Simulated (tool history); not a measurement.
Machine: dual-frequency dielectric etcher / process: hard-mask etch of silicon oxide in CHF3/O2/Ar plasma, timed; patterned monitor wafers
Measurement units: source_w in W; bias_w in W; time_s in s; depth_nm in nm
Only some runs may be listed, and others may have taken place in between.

{"run": 1, "hour": 0.0, "source_w": 490, "bias_w": 208, "time_s": 28.5, "depth_nm": 57.551}
{"run": 2, "hour": 0.6, "source_w": 440, "bias_w": 194, "time_s": 28.5, "depth_nm": 54.284}
{"run": 3, "hour": 5.4, "source_w": 440, "bias_w": 228, "time_s": 28.5, "depth_nm": 57.067}
{"run": 4, "hour": 11.0, "source_w": 390, "bias_w": 211, "time_s": 28.5, "depth_nm": 53.296}
{"run": 5, "hour": 15.6, "source_w": 360, "bias_w": 202, "time_s": 28.5, "depth_nm": 50.908}
{"run": 6, "hour": 18.2, "source_w": 430, "bias_w": 202, "time_s": 28.5, "depth_nm": 55.161}
{"run": 7, "hour": 20.7, "source_w": 390, "bias_w": 192, "time_s": 28.5, "depth_nm": 51.297}

The next listed run, before its measurement:
{"run": 8, "hour": 24.2, "source_w": 370, "bias_w": 189, "time_s": 28.5, "depth_nm": "?"}

Run 8 produced depth_nm 50.452 nm.

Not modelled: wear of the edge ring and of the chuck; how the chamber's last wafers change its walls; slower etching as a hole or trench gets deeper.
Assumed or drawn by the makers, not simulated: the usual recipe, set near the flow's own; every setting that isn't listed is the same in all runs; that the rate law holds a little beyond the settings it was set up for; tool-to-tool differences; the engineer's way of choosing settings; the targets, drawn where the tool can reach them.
